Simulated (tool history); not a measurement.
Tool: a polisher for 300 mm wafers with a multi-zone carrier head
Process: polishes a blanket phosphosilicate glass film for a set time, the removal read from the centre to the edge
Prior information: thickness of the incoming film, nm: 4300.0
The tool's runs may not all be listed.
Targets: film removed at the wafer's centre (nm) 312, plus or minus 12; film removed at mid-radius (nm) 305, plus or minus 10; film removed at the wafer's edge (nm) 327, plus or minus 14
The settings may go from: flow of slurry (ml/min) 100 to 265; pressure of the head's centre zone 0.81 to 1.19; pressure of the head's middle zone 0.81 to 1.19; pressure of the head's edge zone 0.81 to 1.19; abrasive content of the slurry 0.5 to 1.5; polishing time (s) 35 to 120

run	hour	flow of slurry (ml/min)	pressure of the head's centre zone	pressure of the head's middle zone	pressure of the head's edge zone	abrasive content of the slurry	polishing time (s)	film removed at the wafer's centre (nm)	film removed at mid-radius (nm)	film removed at the wafer's edge (nm)
1	0	170	1	1	1	1	77	793.34	782.03	788.76
2	2.9	160	0.98	0.97	0.97	0.9	67	620.61	605.41	640.44
3	6.9	160	1.06	0.97	0.97	0.9	67	678.91	614.65	632.42
4	15	160	1.06	1.03	0.97	0.9	67	660.06	648.98	638.1
5	23.1	160	1.06	1.06	0.97	0.9	67	678.75	654.37	626.73
6	24.5	160	1.14	1.06	0.97	0.9	67	726.4	661.99	651.98
7	29.1	150	1.09	1.02	0.96	0.8	61	573.51	527.94	521.24
8	36	140	1.04	0.99	0.96	0.75	59	489.31	479.11	483.56
9	44.4	135	1.03	0.96	0.94	0.7	57	449.28	421.22	435.47
10	50.6	130	1	0.94	0.92	0.65	57	405	388.83	412.41
11	54	125	0.99	0.93	0.9	0.6	57	371.15	358.48	371.17
12	62.9	120	0.97	0.91	0.88	0.6	57	354.51	346.86	376.32
13	64.3	120	0.97	0.91	0.87	0.6	57	359.9	343.07	359.5
14	70.2	110	0.87	0.84	0.82	0.5	57	268.62	261.65	294.38
15	71.5	125	0.87	0.85	0.82	0.5	57	272.43	281.05	298.2
16	77.8	130	0.88	0.84	0.83	0.5	57	277.05	283.04	299.97
17	80.8	135	0.89	0.84	0.85	0.5	57	284.61	278.27	311.26
18	84.6	145	0.9	0.84	0.85	0.5	57	297.26	285.64	308.24

4 candidate next runs follow, results not yet known. Just one meets every target within its allowed miss. Identify it.
A	88.4	170	1.07	0.95	0.81	0.55	49	?	?	?
B	88.4	205	1.07	0.86	0.81	0.65	41	?	?	?
C	88.4	100	0.95	0.89	0.84	0.8	43	?	?	?
D	88.4	115	0.85	0.82	0.81	0.55	53	?	?	?

move	film removed at the wafer's centre (nm)	film removed at mid-radius (nm)	film removed at the wafer's edge (nm)
A	342.47	304.92	291.14
B	344.44	284.19	289.88
C	311.86	304.07	322.08
D	265.46	271.43	296.23
A: the worst result of the last run now meets its target, but another is out of spec
B: misses by more than the last run did
C: hits every target within its allowed miss
D: misses by more than the last run did
Correct choice: C, which meets every target
